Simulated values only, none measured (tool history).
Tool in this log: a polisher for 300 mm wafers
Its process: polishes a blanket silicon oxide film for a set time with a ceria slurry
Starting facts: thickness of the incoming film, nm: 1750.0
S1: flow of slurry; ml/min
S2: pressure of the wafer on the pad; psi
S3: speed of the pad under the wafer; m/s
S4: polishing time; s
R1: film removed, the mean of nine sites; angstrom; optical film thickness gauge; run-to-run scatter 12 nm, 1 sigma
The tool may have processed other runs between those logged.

run,hour,S1,S2,S3,S4,R1
1,0.0,245,3.5,0.98,116,5280.2
2,8.3,245,3.8,0.98,116,5568.7
3,14.3,245,4.1,1.00,116,6023.3
4,14.9,245,4.1,1.00,116,5928.6
5,19.6,245,4.1,1.14,116,6809.3
6,20.8,245,4.3,1.14,116,7056.1
7,24.8,245,4.5,1.14,116,7147.9
8,29.8,245,4.7,1.16,116,7585.4
9,32.6,245,4.8,1.18,116,7760.9

Predict the results of run 10:
10,37.2,245,4.9,1.20,116,?

R1: 8108.8 angstrom

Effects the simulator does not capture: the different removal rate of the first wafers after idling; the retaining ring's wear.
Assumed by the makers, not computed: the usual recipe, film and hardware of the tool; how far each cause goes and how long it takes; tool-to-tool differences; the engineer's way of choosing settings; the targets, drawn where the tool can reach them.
